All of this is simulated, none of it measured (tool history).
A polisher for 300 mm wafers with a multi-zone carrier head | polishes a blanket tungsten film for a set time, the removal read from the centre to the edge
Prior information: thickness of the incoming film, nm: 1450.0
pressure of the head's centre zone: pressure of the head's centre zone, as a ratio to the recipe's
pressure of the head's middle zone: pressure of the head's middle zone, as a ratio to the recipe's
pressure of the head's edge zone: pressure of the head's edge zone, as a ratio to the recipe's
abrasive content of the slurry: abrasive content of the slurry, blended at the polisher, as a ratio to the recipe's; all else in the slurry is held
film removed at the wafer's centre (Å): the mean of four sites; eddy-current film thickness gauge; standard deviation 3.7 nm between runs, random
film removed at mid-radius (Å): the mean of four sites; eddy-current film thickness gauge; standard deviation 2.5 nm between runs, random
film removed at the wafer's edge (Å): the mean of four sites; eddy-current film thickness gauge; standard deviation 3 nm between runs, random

run  hour  flow of slurry (ml/min)  pressure of the head's centre zone  pressure of the head's middle zone  pressure of the head's edge zone  abrasive content of the slurry  polishing time (s)  film removed at the wafer's centre (Å)  film removed at mid-radius (Å)  film removed at the wafer's edge (Å)
  1   0.0                      225                                1.00                                1.00                              1.00                            1.00                  87                                  4702.0                          4754.5                                4683.9
  2   1.5                      225                                1.00                                1.00                              0.95                            1.00                  87                                  4677.6                          4700.9                                4497.8
  3   9.3                      220                                0.97                                0.98                              0.92                            0.85                  83                                  4145.1                          4194.8                                3924.4
  4  13.9                      245                                0.97                                0.98                              0.92                            0.85                  83                                  4133.0                          4249.6                                4027.2
  5  17.2                      245                                0.97                                1.04                              0.92                            0.85                  83                                  4163.2                          4404.0                                3970.1
  6  20.2                      235                                0.93                                0.98                              0.89                            0.75                  82                                  3661.3                          3967.2                                3705.4
  7  23.5                      220                                0.92                                0.95                              0.87                            0.65                  82                                  3317.8                          3609.2                                3417.8

Expected results for the next run?
  8  28.6                      205                                0.92                                0.93                              0.85                            0.65                  82                                       ?                               ?                                     ?

{"run 8": {"film removed at the wafer's centre (Å)": 3433.6, "film removed at mid-radius (Å)": 3469.6, "film removed at the wafer's edge (Å)": 3409.7}}

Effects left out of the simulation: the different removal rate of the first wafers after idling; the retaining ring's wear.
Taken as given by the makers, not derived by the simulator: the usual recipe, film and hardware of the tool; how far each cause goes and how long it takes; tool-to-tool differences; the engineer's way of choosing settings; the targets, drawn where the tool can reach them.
